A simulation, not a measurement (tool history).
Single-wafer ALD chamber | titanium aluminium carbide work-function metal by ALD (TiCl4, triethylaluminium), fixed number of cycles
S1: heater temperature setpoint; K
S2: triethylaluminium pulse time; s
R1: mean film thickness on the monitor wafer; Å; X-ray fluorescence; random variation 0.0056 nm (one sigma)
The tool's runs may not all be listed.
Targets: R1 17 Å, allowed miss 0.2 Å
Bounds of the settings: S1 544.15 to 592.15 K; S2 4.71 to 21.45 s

{"run": 1, "hour": 0.0, "S1": 568.15, "S2": 13.08, "R1": 20.129}
{"run": 2, "hour": 7.5, "S1": 568.15, "S2": 15.81, "R1": 20.346}
{"run": 3, "hour": 11.1, "S1": 568.15, "S2": 18.46, "R1": 20.286}
{"run": 4, "hour": 14.8, "S1": 565.15, "S2": 16.9, "R1": 20.049}
{"run": 5, "hour": 17.9, "S1": 554.15, "S2": 16.9, "R1": 19.097}
{"run": 6, "hour": 20.7, "S1": 553.15, "S2": 15.52, "R1": 18.864}
{"run": 7, "hour": 22.4, "S1": 544.15, "S2": 11.34, "R1": 17.773}
{"run": 8, "hour": 28.4, "S1": 544.15, "S2": 11.34, "R1": 17.805}

Which of these 4 next moves meets every target?
{"run": "A", "hour": 34.4, "S1": 556.15, "S2": 9.5, "R1": "?"}
{"run": "B", "hour": 34.4, "S1": 544.15, "S2": 10.52, "R1": "?"}
{"run": "C", "hour": 34.4, "S1": 544.15, "S2": 9.06, "R1": "?"}
{"run": "D", "hour": 34.4, "S1": 544.15, "S2": 8.31, "R1": "?"}

move=A R1=18.173
move=B R1=17.541
move=C R1=16.977
move=D R1=16.51
A: further off than the last run
B: nearer than the last run, and not there yet
C: meets every target
D: takes the result that was furthest off past its target
Answer: C

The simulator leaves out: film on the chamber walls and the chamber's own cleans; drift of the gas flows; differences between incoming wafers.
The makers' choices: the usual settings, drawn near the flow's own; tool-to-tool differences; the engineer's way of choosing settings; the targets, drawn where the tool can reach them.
